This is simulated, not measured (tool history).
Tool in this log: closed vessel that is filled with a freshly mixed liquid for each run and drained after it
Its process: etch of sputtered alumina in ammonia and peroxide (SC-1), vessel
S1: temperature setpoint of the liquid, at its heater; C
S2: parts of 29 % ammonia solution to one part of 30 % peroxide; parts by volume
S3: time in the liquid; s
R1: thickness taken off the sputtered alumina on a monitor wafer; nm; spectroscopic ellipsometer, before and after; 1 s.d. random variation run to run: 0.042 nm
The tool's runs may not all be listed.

Run 1, hour 0: S1 50 C, S2 0.9 parts by volume, S3 55 s. Result: R1 4.0861 nm.
Run 2, hour 3.2: S1 51 C, S2 0.9 parts by volume, S3 55 s. Result: R1 4.3239 nm.
Run 3, hour 9.7: S1 46.5 C, S2 0.9 parts by volume, S3 55 s. Result: R1 3.3421 nm.
Run 4, hour 17.3: S1 46.5 C, S2 1.2 parts by volume, S3 55 s. Result: R1 3.4243 nm.
Run 5, hour 17.9: S1 46.5 C, S2 1.05 parts by volume, S3 55 s. Result: R1 3.3539 nm.
Run 6, hour 21.9: S1 48 C, S2 1.05 parts by volume, S3 55 s. Result: R1 3.6871 nm.
Run 7, hour 28.2: S1 49 C, S2 1.05 parts by volume, S3 55 s. Result: R1 3.8922 nm.
Run 8, hour 36.4: S1 50 C, S2 1.05 parts by volume, S3 55 s. Result: R1 4.1216 nm.
Run 9, hour 41.1: S1 50.5 C, S2 1.05 parts by volume, S3 55 s. Result: R1 4.2224 nm.
Run 10, hour 42.9: S1 51 C, S2 1.05 parts by volume, S3 55 s. Result: R1 4.4416 nm.
Run 11, hour 44.4: S1 51.5 C, S2 1.05 parts by volume, S3 55 s. Result: R1 4.4362 nm.

Run 12 comes next. What will it give?
Run 12, hour 47: S1 52 C, S2 1.05 parts by volume, S3 55 s. Result: R1 ?.

Run 12 measured R1 4.6781 nm.
